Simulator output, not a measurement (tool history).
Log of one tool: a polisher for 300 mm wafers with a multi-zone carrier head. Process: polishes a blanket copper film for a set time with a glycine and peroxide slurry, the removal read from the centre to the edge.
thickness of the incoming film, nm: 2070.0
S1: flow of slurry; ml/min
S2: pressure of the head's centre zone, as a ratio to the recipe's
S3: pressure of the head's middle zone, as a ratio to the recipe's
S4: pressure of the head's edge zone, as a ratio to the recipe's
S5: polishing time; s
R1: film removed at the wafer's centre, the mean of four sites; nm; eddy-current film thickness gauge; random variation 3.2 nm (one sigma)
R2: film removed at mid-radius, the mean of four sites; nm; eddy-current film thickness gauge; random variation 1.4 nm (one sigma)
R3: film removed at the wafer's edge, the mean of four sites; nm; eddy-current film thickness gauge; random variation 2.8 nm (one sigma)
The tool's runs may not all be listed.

| run | day | S1 | S2 | S3 | S4 | S5 | R1 | R2 | R3 |
|---|---|---|---|---|---|---|---|---|---|
| 1 | 0 | 195 | 1 | 1 | 1 | 52 | 190.93 | 187.53 | 195.11 |
| 2 | 0.346 | 170 | 1 | 1 | 1 | 52 | 186.55 | 183.04 | 188.14 |
| 3 | 0.579 | 215 | 1 | 1 | 1 | 52 | 196.16 | 190.68 | 194.26 |
| 4 | 0.725 | 245 | 1 | 1 | 1 | 52 | 200.53 | 194.87 | 203.44 |
| 5 | 0.792 | 255 | 1.04 | 1.01 | 1.01 | 52 | 207.92 | 196.44 | 203.21 |
| 6 | 1.038 | 265 | 1.07 | 1.01 | 1.02 | 53 | 217.93 | 199.6 | 207.73 |
| 7 | 1.125 | 275 | 1.1 | 1.01 | 1.03 | 54 | 233.71 | 206.01 | 216.52 |
| 8 | 1.333 | 280 | 1.11 | 1.02 | 1.04 | 54 | 236.46 | 206.97 | 214.92 |
| 9 | 1.379 | 285 | 1.12 | 1.02 | 1.05 | 54 | 238.84 | 207.97 | 216.91 |
| 10 | 1.5 | 290 | 1.13 | 1.02 | 1.06 | 54 | 244.37 | 209.62 | 211.27 |

The next listed run, before its measurement:
|  | 1.633 | edge zone pressure recalibrated |
| 11 | 1.633 | 290 | 1.13 | 1.02 | 1.06 | 54 | ? | ? | ? |

R1: 243.75 nm
R2: 207.76 nm
R3: 207.58 nm
